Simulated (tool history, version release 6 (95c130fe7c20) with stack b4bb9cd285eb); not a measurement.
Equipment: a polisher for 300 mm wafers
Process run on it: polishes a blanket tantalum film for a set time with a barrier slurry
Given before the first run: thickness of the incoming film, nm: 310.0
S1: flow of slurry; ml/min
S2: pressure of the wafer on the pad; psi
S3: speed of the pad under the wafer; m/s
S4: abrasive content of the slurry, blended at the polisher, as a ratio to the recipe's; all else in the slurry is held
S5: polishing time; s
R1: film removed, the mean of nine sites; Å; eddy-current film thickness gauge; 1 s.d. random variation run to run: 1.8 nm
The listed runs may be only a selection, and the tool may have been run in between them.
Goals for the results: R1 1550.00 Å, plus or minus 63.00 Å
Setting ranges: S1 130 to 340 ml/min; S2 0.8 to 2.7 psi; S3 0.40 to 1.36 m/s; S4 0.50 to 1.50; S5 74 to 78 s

run  hour   S1   S2    S3    S4  S5       R1
  1   0.0  220  1.7  0.88  1.00  74  1037.00
  2   3.8  220  1.7  0.88  0.80  74   973.89
  3  10.9  220  1.7  0.88  0.90  74  1027.70
  4  17.8  220  1.7  0.88  1.10  74  1103.50
  5  26.8  220  1.8  0.88  1.10  74  1144.10
  6  32.3  220  1.8  0.76  1.10  74  1018.30
  7  35.8  220  1.9  0.76  1.10  74  1026.70
  8  37.3  220  2.0  0.76  1.10  74  1055.30
  9  44.6  225  2.5  0.82  1.10  74  1390.10
 10  48.0  225  2.6  0.84  1.10  74  1451.70

Pick the move, out of 5, that brings all results within their allowed miss; only one does.
  A  51.4  295  2.7  0.80  1.10  78   ?
  B  51.4  170  2.5  0.88  1.25  74   ?
  C  51.4  260  2.6  0.80  1.15  74   ?
  D  51.4  250  2.6  0.78  1.00  77   ?
  E  51.4  225  2.3  0.86  1.20  74   ?

move       R1
   A  1530.40
   B  1423.60
   C  1404.80
   D  1371.20
   E  1346.90
A: meets every target
B: moves away from the targets compared with the last run
C: moves away from the targets compared with the last run
D: moves away from the targets compared with the last run
E: moves away from the targets compared with the last run
Go with A: it meets all targets.

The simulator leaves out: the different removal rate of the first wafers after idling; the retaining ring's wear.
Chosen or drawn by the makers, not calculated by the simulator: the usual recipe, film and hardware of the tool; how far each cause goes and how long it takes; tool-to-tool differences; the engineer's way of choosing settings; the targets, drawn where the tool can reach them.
